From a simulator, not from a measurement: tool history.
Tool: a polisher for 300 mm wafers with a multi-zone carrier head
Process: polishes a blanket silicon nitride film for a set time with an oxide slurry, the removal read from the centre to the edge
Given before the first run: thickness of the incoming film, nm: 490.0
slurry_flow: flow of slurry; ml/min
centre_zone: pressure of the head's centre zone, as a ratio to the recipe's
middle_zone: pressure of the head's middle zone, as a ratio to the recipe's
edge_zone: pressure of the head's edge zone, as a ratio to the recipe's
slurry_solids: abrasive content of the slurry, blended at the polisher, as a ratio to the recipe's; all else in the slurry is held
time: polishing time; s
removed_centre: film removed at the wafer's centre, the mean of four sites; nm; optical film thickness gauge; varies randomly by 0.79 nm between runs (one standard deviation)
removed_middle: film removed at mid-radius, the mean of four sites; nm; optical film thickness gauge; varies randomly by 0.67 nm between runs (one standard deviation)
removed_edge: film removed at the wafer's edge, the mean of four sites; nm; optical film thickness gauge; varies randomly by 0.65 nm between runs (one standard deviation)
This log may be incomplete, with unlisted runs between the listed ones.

Run 1, hour 0.0: slurry_flow 185 ml/min, centre_zone 1.00, middle_zone 1.00, edge_zone 1.00, slurry_solids 1.00, time 53 s. Result: removed_centre 42.223 nm, removed_middle 41.264 nm, removed_edge 41.253 nm.
Run 2, hour 0.9: slurry_flow 190 ml/min, centre_zone 1.01, middle_zone 1.00, edge_zone 1.02, slurry_solids 1.05, time 53 s. Result: removed_centre 43.149 nm, removed_middle 40.808 nm, removed_edge 42.605 nm.
Run 3, hour 7.0: slurry_flow 190 ml/min, centre_zone 1.01, middle_zone 1.00, edge_zone 1.05, slurry_solids 1.05, time 53 s. Result: removed_centre 43.613 nm, removed_middle 42.056 nm, removed_edge 43.557 nm.
Run 4, hour 15.1: slurry_flow 190 ml/min, centre_zone 1.01, middle_zone 1.00, edge_zone 1.00, slurry_solids 1.05, time 53 s. Result: removed_centre 42.924 nm, removed_middle 41.608 nm, removed_edge 42.377 nm.
Run 5, hour 22.3: slurry_flow 195 ml/min, centre_zone 1.03, middle_zone 1.01, edge_zone 1.01, slurry_solids 1.10, time 53 s. Result: removed_centre 44.270 nm, removed_middle 43.886 nm, removed_edge 44.140 nm.
Run 6, hour 25.9: slurry_flow 195 ml/min, centre_zone 0.98, middle_zone 1.01, edge_zone 1.01, slurry_solids 1.10, time 53 s. Result: removed_centre 42.383 nm, removed_middle 42.771 nm, removed_edge 43.685 nm.
Run 7, hour 32.6: slurry_flow 195 ml/min, centre_zone 1.01, middle_zone 1.00, edge_zone 1.01, slurry_solids 1.15, time 54 s. Result: removed_centre 46.112 nm, removed_middle 44.216 nm, removed_edge 45.364 nm.
Run 8, hour 35.2: slurry_flow 200 ml/min, centre_zone 1.03, middle_zone 1.00, edge_zone 1.02, slurry_solids 1.20, time 54 s. Result: removed_centre 47.782 nm, removed_middle 45.369 nm, removed_edge 46.488 nm.
Run 9, hour 39.2: slurry_flow 200 ml/min, centre_zone 1.04, middle_zone 1.00, edge_zone 1.03, slurry_solids 1.25, time 54 s. Result: removed_centre 46.900 nm, removed_middle 46.049 nm, removed_edge 47.518 nm.

Expected results for the next run?
Run 10, hour 41.5: slurry_flow 205 ml/min, centre_zone 1.06, middle_zone 0.99, edge_zone 1.03, slurry_solids 1.30, time 55 s. Result: removed_centre ?, removed_middle ?, removed_edge ?.

Run 10 produced removed_centre 50.606 nm, removed_middle 45.894 nm, removed_edge 48.701 nm.
